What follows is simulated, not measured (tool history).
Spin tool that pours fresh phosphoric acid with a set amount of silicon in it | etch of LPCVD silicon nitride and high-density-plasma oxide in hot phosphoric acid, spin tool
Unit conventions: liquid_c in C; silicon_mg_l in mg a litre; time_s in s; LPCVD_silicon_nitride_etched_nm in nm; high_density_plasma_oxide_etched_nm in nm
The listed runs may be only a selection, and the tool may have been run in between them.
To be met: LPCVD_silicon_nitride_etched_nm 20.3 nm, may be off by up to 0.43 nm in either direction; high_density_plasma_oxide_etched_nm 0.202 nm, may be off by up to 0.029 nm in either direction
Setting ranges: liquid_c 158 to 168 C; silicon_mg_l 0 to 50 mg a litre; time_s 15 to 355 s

run  hour  liquid_c  silicon_mg_l  time_s  LPCVD_silicon_nitride_etched_nm  high_density_plasma_oxide_etched_nm
  1     0       163            23     180                           17.537                              0.50453
  2   3.4     162.5          28.5     190                           18.346                               0.4305
  3   4.3     162.5          34.5     190                           18.203                              0.33214
  4   6.1     162.5            38     195                           18.702                              0.24842
  5  13.5     162.5            38     135                           12.966                               0.2017
  6  19.7     162.5            38     190                           18.264                              0.27665
  7  23.1       163          40.5     190                           18.512                              0.24518
  8  29.7     163.5            42     190                            18.87                              0.21134
  9  31.5     165.5            43     195                           20.409                              0.24767

Consider the 5 candidate settings below. Which is the only one whose results all fall within their allowed miss of target?
  A  33.3       164          39.5     205                                ?                                    ?
  B  33.3       164            40     200                                ?                                    ?
  C  33.3     166.5          39.5     185                                ?                                    ?
  D  33.3       167          40.5     190                                ?                                    ?
  E  33.3     165.5            48     190                                ?                                    ?

move  LPCVD_silicon_nitride_etched_nm  high_density_plasma_oxide_etched_nm
   A                           20.633                              0.28021
   B                            20.13                              0.26455
   C                           20.241                              0.30399
   D                           21.135                              0.30295
   E                           20.108                              0.19559
A: misses by more than the last run did
B: misses by more than the last run did
C: misses by more than the last run did
D: misses by more than the last run did
E: in spec on every target
E meets every target.
